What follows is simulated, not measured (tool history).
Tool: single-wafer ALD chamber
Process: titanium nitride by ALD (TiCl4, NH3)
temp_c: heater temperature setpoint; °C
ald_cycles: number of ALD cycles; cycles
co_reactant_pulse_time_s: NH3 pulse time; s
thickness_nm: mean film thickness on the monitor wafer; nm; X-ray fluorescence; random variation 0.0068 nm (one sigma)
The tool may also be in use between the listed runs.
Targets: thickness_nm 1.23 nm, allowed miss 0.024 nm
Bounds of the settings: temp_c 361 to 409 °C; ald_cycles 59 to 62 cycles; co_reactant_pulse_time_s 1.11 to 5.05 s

run,hour,temp_c,ald_cycles,co_reactant_pulse_time_s,thickness_nm
1,0,385,62,3.08,1.4119
2,7.6,380,61,2.69,1.3593
3,9.4,380,61,3.08,1.3705
4,16.8,376,61,2.72,1.3608
5,24.7,373,61,2.4,1.3355
6,27.4,366,61,2.4,1.3219
7,30.8,365,61,2.14,1.3058
8,38,364,61,1.97,1.2829
9,42.7,364,61,1.92,1.2649
10,46.1,364,60,1.91,1.2492

Which of these 4 next moves meets every target?
A,49.5,361,62,1.89,?
B,49.5,363,60,1.7,?
C,49.5,366,60,2.05,?
D,49.5,364,62,1.89,?

move,thickness_nm
A,1.2807
B,1.2164
C,1.2707
D,1.2894
A: further off than the last run
B: meets every target
C: further off than the last run
D: further off than the last run
Answer: B
